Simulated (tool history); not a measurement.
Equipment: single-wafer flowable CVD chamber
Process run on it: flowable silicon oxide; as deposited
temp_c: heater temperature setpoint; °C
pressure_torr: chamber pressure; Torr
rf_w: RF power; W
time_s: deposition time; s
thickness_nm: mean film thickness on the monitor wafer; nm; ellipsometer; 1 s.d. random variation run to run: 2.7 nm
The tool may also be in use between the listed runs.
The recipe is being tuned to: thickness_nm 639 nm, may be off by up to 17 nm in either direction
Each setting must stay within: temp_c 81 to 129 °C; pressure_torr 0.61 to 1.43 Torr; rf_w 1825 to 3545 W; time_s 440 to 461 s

Run 1, hour 0: temp_c 105 °C, pressure_torr 1.02 Torr, rf_w 2685 W, time_s 461 s. Result: thickness_nm 350.08 nm.
Run 2, hour 5.4: temp_c 105 °C, pressure_torr 1.02 Torr, rf_w 2365 W, time_s 461 s. Result: thickness_nm 345.01 nm.
Run 3, hour 9.3: temp_c 98 °C, pressure_torr 1.02 Torr, rf_w 2365 W, time_s 461 s. Result: thickness_nm 425.52 nm.
Run 4, hour 12.6: temp_c 94 °C, pressure_torr 1.02 Torr, rf_w 2365 W, time_s 461 s. Result: thickness_nm 478.45 nm.
Run 5, hour 17: temp_c 91 °C, pressure_torr 1.02 Torr, rf_w 2365 W, time_s 461 s. Result: thickness_nm 521.97 nm.
Run 6, hour 20.3: temp_c 99 °C, pressure_torr 1.02 Torr, rf_w 2365 W, time_s 461 s. Result: thickness_nm 410.9 nm.
Run 7, hour 22.4: temp_c 94 °C, pressure_torr 1.02 Torr, rf_w 2365 W, time_s 461 s. Result: thickness_nm 473.75 nm.
Run 8, hour 25.2: temp_c 91 °C, pressure_torr 1.02 Torr, rf_w 2365 W, time_s 461 s. Result: thickness_nm 519.56 nm.

Below are 4 possible settings for the next run. Only one of them brings all results inside the allowed miss of their targets. Which is it?
Run A, hour 28: temp_c 98 °C, pressure_torr 0.91 Torr, rf_w 2410 W, time_s 440 s. Result: thickness_nm ?.
Run B, hour 28: temp_c 86 °C, pressure_torr 1.1 Torr, rf_w 2275 W, time_s 461 s. Result: thickness_nm ?.
Run C, hour 28: temp_c 84 °C, pressure_torr 0.63 Torr, rf_w 2355 W, time_s 461 s. Result: thickness_nm ?.
Run D, hour 28: temp_c 81 °C, pressure_torr 1.05 Torr, rf_w 2450 W, time_s 447 s. Result: thickness_nm ?.

move  thickness_nm
   A        362.68
   B        639.59
   C        393.72
   D        682.14
A: its largest miss is bigger than the last run's
B: every result within its allowed miss
C: its largest miss is bigger than the last run's
D: pushes the last run's worst result past its target
Correct choice: B, which meets every target
